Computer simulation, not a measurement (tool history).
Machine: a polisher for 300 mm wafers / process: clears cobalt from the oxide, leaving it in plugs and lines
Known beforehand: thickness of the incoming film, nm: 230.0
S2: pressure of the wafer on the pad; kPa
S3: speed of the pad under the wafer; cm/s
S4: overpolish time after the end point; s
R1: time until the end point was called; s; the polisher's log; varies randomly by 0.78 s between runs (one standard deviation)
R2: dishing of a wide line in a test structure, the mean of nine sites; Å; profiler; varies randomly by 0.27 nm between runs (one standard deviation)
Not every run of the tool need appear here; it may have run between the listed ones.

{"run": 1, "hour": 0.0, "flow of slurry (ml/min)": 170, "S2": 11.7, "S3": 112, "S4": 8, "R1": 39.852, "R2": 311.27}
{"run": 2, "hour": 8.9, "flow of slurry (ml/min)": 170, "S2": 11, "S3": 112, "S4": 7, "R1": 39.832, "R2": 277.31}
{"run": 3, "hour": 16.4, "flow of slurry (ml/min)": 170, "S2": 10.3, "S3": 112, "S4": 6, "R1": 43.653, "R2": 228.82}
{"run": 4, "hour": 23.7, "flow of slurry (ml/min)": 170, "S2": 9.7, "S3": 112, "S4": 6, "R1": 47.039, "R2": 219.4}
{"run": 5, "hour": 25.1, "flow of slurry (ml/min)": 190, "S2": 9.7, "S3": 112, "S4": 6, "R1": 46.936, "R2": 221.64}
{"run": 6, "hour": 34.1, "flow of slurry (ml/min)": 190, "S2": 9.7, "S3": 112, "S4": 8, "R1": 45.572, "R2": 272.09}
{"run": 7, "hour": 41.8, "flow of slurry (ml/min)": 190, "S2": 9.7, "S3": 112, "S4": 7, "R1": 45.588, "R2": 245.86}

Run 8 comes next. What will it give?
{"run": 8, "hour": 47.3, "flow of slurry (ml/min)": 190, "S2": 9.7, "S3": 112, "S4": 6, "R1": "?", "R2": "?"}

{"run 8": {"R1": 46.605, "R2": 220.37}}

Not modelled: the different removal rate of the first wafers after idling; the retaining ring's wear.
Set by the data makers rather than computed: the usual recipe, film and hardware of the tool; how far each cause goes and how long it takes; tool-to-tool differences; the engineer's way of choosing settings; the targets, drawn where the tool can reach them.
